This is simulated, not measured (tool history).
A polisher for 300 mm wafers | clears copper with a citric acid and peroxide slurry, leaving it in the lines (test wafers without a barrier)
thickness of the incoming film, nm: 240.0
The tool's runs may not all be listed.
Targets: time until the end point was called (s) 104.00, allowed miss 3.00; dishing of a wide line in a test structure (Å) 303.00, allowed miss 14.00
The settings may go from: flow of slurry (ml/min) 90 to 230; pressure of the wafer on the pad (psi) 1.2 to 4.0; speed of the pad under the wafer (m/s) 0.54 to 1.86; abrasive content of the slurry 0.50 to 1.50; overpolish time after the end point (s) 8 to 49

run	hour	flow of slurry (ml/min)	pressure of the wafer on the pad (psi)	speed of the pad under the wafer (m/s)	abrasive content of the slurry	overpolish time after the end point (s)	time until the end point was called (s)	dishing of a wide line in a test structure (Å)
1	0.0	150	2.6	1.18	1.00	25	107.67	382.62
2	2.2	150	2.6	1.18	1.10	25	105.00	384.89
3	8.6	150	2.6	1.18	1.10	23	104.81	356.32
4	16.2	150	2.6	0.88	1.10	23	138.23	288.58
5	18.4	135	2.6	0.88	1.10	23	142.26	284.78
6	23.2	155	2.7	0.88	1.10	22	132.60	283.99
7	24.5	165	2.8	0.88	1.10	21	126.78	282.81
8	31.3	175	2.9	0.88	1.10	21	117.65	294.14
9	35.3	185	2.9	0.88	1.10	21	116.90	299.50
# hour 39.1: slurry nozzle cleaned
10	39.1	195	2.9	0.88	1.10	21	109.58	313.33
11	46.5	200	2.9	0.88	1.10	21	109.75	321.24
12	51.6	205	2.9	0.88	1.10	20	107.69	314.25
13	53.4	210	2.9	0.88	1.10	19	109.00	293.28
14	57.9	215	2.9	0.88	1.10	19	108.54	287.22
15	65.3	220	2.9	0.88	1.10	19	107.72	300.30
16	66.0	225	2.9	0.88	1.10	19	108.35	301.78

Which of these 4 next moves meets every target?
A	66.7	230	3.2	0.76	1.05	22	?	?
B	66.7	220	2.7	0.98	1.10	19	?	?
C	66.7	230	3.7	0.72	1.00	17	?	?
D	66.7	225	2.8	0.90	1.10	20	?	?

move	time until the end point was called (s)	dishing of a wide line in a test structure (Å)
A	111.86	331.75
B	104.31	307.41
C	103.18	283.80
D	108.46	311.32
A: further off than the last run
B: meets every target
C: brings the result that was furthest off to its target, and leaves another outside
D: as far off as the last run
The right move is B.
